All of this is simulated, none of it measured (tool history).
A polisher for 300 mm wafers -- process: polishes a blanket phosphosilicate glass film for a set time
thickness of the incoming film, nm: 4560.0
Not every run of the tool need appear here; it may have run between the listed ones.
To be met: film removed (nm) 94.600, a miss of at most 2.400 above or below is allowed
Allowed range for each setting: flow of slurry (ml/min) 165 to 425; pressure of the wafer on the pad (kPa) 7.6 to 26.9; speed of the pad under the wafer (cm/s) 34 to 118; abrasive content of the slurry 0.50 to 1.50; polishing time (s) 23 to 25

run,day,flow of slurry (ml/min),pressure of the wafer on the pad (kPa),speed of the pad under the wafer (cm/s),abrasive content of the slurry,polishing time (s),film removed (nm)
1,0.000,275,17.2,76,1.00,25,134.870
2,0.258,275,17.2,76,1.20,25,149.110
3,0.296,270,15.2,76,1.20,25,133.750
4,0.388,270,15.2,76,1.20,23,123.020
5,0.525,270,15.2,76,1.05,23,113.790
6,0.629,270,15.2,84,1.05,23,119.590
7,0.721,265,13.8,84,1.05,23,109.070
8,0.929,245,11.0,84,1.05,23,87.339

Consider the 4 candidate settings below. Which is the only one whose results all fall within their allowed miss of target?
A,1.138,245,9.7,84,1.05,24,?
B,1.138,205,12.4,82,1.00,25,?
C,1.138,170,9.7,96,1.25,25,?
D,1.138,235,9.7,90,1.00,23,?

move,film removed (nm)
A,80.099
B,98.862
C,94.145
D,76.899
A: its largest miss is bigger than the last run's
B: takes the biggest miss from the last run beyond its target
C: each result inside its tolerance
D: its largest miss is bigger than the last run's
C is the move that brings every result within its allowed miss.
